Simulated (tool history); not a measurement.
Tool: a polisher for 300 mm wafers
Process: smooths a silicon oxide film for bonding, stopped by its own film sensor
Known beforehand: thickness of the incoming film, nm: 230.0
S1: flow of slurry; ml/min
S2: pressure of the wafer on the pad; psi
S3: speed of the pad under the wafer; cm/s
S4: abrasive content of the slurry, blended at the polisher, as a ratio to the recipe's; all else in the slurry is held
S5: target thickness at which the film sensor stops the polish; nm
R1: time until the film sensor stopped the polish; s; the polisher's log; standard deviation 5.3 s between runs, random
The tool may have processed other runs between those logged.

run  hour   S1   S2  S3    S4   S5      R1
  1     0  270  2.1  74     1  174   107.8
  2   4.5  320  2.1  74     1  174  109.66
  3   7.9  320  2.1  66     1  174  114.03
  4  13.3  320  2.1  78     1  174   102.4
  5  21.9  320  1.6  78     1  174  127.21
  6  30.8  320  1.5  70  0.95  173  151.91
  7  35.9  320  1.4  64   0.9  172  190.93

Run 8, settings as shown, results not yet in. Your forecast:
  8  42.7  320   1  46  0.85  172   ?

R1: 324.75 s

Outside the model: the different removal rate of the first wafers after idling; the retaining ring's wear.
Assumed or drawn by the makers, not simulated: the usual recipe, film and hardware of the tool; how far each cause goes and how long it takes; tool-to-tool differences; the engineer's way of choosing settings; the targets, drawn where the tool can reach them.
